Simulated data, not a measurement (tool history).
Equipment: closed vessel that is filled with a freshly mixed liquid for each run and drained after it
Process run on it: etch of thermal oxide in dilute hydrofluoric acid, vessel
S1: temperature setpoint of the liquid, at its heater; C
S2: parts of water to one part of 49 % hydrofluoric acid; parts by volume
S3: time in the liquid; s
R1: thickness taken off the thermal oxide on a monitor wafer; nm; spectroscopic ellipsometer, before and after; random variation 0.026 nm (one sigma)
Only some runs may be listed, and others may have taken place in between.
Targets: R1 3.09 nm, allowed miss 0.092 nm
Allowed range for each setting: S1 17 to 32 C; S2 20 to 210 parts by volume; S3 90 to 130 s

run 1 hour=0 | S1=24 S2=115 S3=130 | R1=5.157
run 2 hour=1.2 | S1=23 S2=120 S3=130 | R1=4.7262
run 3 hour=2.9 | S1=24.5 S2=120 S3=130 | R1=5.0376
run 4 hour=8.4 | S1=24.5 S2=120 S3=130 | R1=5.0847
run 5 hour=10.9 | S1=24.5 S2=120 S3=130 | R1=5.0326
run 6 hour=15.8 | S1=23.5 S2=120 S3=130 | R1=4.8056
run 7 hour=20.1 | S1=23 S2=120 S3=130 | R1=4.7058
run 8 hour=26.7 | S1=22.5 S2=120 S3=130 | R1=4.5734
run 9 hour=28.2 | S1=22 S2=120 S3=130 | R1=4.5668

Below are 4 possible settings for the next run. Only one of them brings all results inside the allowed miss of their targets. Which is it?
run A hour=29.7 | S1=22 S2=130 S3=90 | R1=?
run B hour=29.7 | S1=28.5 S2=185 S3=115 | R1=?
run C hour=29.7 | S1=26 S2=90 S3=130 | R1=?
run D hour=29.7 | S1=19.5 S2=120 S3=90 | R1=?

move=A R1=2.8748
move=B R1=3.0902
move=C R1=7.3687
move=D R1=2.8481
A: takes the result that was furthest off past its target
B: all results in spec
C: the biggest miss grows against the last run
D: takes the result that was furthest off past its target
B is the move that brings every result within its allowed miss.

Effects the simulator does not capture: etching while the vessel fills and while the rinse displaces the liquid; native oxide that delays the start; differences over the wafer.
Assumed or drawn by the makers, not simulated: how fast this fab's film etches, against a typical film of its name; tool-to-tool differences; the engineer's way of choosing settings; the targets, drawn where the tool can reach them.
